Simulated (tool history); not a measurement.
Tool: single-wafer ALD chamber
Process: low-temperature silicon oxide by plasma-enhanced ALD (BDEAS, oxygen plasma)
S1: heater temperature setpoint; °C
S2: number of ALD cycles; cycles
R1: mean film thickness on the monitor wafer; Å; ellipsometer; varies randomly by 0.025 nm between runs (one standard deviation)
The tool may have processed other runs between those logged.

Run 1, hour 0.0: S1 105 °C, S2 42 cycles. Result: R1 58.170 Å.
Run 2, hour 7.9: S1 99 °C, S2 42 cycles. Result: R1 58.649 Å.
Run 3, hour 12.8: S1 99 °C, S2 43 cycles. Result: R1 60.147 Å.
Run 4, hour 20.5: S1 104 °C, S2 43 cycles. Result: R1 59.343 Å.
Run 5, hour 23.6: S1 104 °C, S2 49 cycles. Result: R1 67.721 Å.
Run 6, hour 24.2: S1 96 °C, S2 49 cycles. Result: R1 69.445 Å.
Run 7, hour 27.2: S1 99 °C, S2 48 cycles. Result: R1 67.329 Å.

Run 8, settings as shown, results not yet in. Your forecast:
Run 8, hour 29.3: S1 101 °C, S2 48 cycles. Result: R1 ?.

Run 8 produced R1 66.976 Å.
